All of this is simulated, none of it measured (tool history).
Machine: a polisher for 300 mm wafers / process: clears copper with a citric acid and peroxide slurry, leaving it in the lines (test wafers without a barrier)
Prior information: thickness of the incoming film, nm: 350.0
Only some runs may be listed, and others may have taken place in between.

run,hour,flow of slurry (ml/min),pressure of the wafer on the pad (psi),speed of the pad under the wafer (m/s),abrasive content of the slurry,overpolish time after the end point (s),time until the end point was called (s),dishing of a wide line in a test structure (nm)
1,0.0,140,3.4,0.96,1.0,26,172.61,34.824
2,8.8,140,3.4,0.96,1.0,15,179.83,21.793
3,14.9,140,3.1,0.96,1.0,15,196.43,20.320
4,17.7,140,3.1,0.96,0.8,15,200.82,20.090
5,19.9,140,3.1,0.96,0.7,15,206.91,18.920
6,27.7,140,3.1,0.96,0.9,15,198.60,19.737
7,34.9,140,3.4,0.96,0.9,16,184.79,22.497

Run 8 is up next; what results do you expect?
8,36.1,140,4.4,0.98,0.9,21,?,?

{"run 8": {"time until the end point was called (s)": 133.4, "dishing of a wide line in a test structure (nm)": 36.365}}

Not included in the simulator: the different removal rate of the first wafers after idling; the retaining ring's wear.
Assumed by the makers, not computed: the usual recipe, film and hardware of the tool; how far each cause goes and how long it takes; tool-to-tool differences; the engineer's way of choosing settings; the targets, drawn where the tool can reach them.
